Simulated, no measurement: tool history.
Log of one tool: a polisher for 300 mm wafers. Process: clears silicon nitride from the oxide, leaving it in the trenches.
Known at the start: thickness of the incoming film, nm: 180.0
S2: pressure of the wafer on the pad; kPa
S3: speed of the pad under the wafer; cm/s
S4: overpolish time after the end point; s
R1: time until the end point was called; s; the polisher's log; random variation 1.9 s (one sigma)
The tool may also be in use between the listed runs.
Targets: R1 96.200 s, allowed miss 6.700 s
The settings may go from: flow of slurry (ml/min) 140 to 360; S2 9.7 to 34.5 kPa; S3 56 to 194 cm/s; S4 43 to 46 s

Run 1, hour 0.0: flow of slurry (ml/min) 230, S2 22.1 kPa, S3 124 cm/s, S4 43 s. Result: R1 131.100 s.
Run 2, hour 5.4: flow of slurry (ml/min) 230, S2 16.5 kPa, S3 124 cm/s, S4 43 s. Result: R1 170.830 s.
Run 3, hour 13.2: flow of slurry (ml/min) 230, S2 16.5 kPa, S3 108 cm/s, S4 43 s. Result: R1 192.070 s.
Run 4, hour 14.7: flow of slurry (ml/min) 230, S2 19.3 kPa, S3 112 cm/s, S4 43 s. Result: R1 166.150 s.
Run 5, hour 22.6: flow of slurry (ml/min) 230, S2 21.4 kPa, S3 112 cm/s, S4 43 s. Result: R1 150.370 s.
Run 6, hour 29.3: flow of slurry (ml/min) 230, S2 21.4 kPa, S3 112 cm/s, S4 46 s. Result: R1 152.820 s.
Run 7, hour 30.1: flow of slurry (ml/min) 230, S2 21.4 kPa, S3 112 cm/s, S4 46 s. Result: R1 153.870 s.
Run 8, hour 35.3: flow of slurry (ml/min) 230, S2 23.4 kPa, S3 114 cm/s, S4 46 s. Result: R1 143.030 s.
Run 9, hour 38.8: flow of slurry (ml/min) 230, S2 25.5 kPa, S3 116 cm/s, S4 46 s. Result: R1 126.140 s.
Run 10, hour 47.1: flow of slurry (ml/min) 230, S2 26.9 kPa, S3 118 cm/s, S4 46 s. Result: R1 115.980 s.

Which of these 5 next moves meets every target?
Run A, hour 55.4: flow of slurry (ml/min) 210, S2 25.5 kPa, S3 88 cm/s, S4 44 s. Result: R1 ?.
Run B, hour 55.4: flow of slurry (ml/min) 205, S2 25.5 kPa, S3 106 cm/s, S4 44 s. Result: R1 ?.
Run C, hour 55.4: flow of slurry (ml/min) 195, S2 24.8 kPa, S3 120 cm/s, S4 43 s. Result: R1 ?.
Run D, hour 55.4: flow of slurry (ml/min) 225, S2 21.4 kPa, S3 184 cm/s, S4 46 s. Result: R1 ?.
Run E, hour 55.4: flow of slurry (ml/min) 275, S2 27.6 kPa, S3 84 cm/s, S4 45 s. Result: R1 ?.

move       R1
   A  161.560
   B  135.540
   C  124.010
   D   91.106
   E  152.800
A: further off than the last run
B: further off than the last run
C: further off than the last run
D: meets every target
E: further off than the last run
Answer: D

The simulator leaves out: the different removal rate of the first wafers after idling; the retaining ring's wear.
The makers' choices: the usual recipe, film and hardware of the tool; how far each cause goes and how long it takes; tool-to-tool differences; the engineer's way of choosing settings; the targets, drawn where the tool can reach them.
